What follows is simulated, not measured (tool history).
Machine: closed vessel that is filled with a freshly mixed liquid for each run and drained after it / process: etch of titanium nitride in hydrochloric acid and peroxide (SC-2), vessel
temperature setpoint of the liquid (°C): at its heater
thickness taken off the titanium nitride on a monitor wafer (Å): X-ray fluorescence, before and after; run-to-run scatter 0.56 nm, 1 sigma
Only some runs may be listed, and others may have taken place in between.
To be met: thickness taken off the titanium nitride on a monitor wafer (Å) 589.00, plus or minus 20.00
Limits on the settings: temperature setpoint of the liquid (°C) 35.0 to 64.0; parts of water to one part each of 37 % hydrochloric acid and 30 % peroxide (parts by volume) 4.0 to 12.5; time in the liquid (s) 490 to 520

| run | hour | temperature setpoint of the liquid (°C) | parts of water to one part each of 37 % hydrochloric acid and 30 % peroxide (parts by volume) | time in the liquid (s) | thickness taken off the titanium nitride on a monitor wafer (Å) |
|---|---|---|---|---|---|
| 1 | 0.0 | 48.0 | 7.0 | 490 | 166.33 |
| 2 | 8.9 | 51.5 | 6.5 | 490 | 226.82 |
| 3 | 15.9 | 51.5 | 6.5 | 520 | 239.73 |
| 4 | 24.6 | 54.0 | 6.5 | 520 | 284.58 |
| 5 | 27.0 | 56.0 | 6.5 | 520 | 322.36 |
| 6 | 34.0 | 56.0 | 5.5 | 520 | 364.92 |
| 7 | 43.0 | 57.5 | 5.5 | 520 | 399.10 |
| 8 | 48.1 | 59.0 | 5.5 | 520 | 447.57 |
| 9 | 48.9 | 59.0 | 5.5 | 520 | 447.21 |
| 10 | 55.7 | 60.0 | 5.5 | 520 | 471.15 |
| 11 | 57.4 | 60.5 | 5.5 | 520 | 478.33 |
| 12 | 61.7 | 61.0 | 5.5 | 520 | 501.21 |

Which of these 5 next moves meets every target?
| A | 66.0 | 60.0 | 4.0 | 520 | ? |
| B | 66.0 | 59.5 | 6.0 | 505 | ? |
| C | 66.0 | 58.5 | 4.5 | 490 | ? |
| D | 66.0 | 61.0 | 5.5 | 490 | ? |
| E | 66.0 | 59.5 | 5.5 | 490 | ? |

| move | thickness taken off the titanium nitride on a monitor wafer (Å) |
|---|---|
| A | 588.73 |
| B | 415.55 |
| C | 465.90 |
| D | 472.46 |
| E | 430.09 |
A: meets every target
B: the biggest miss grows against the last run
C: the biggest miss grows against the last run
D: the biggest miss grows against the last run
E: the biggest miss grows against the last run
Move A is the one to make.
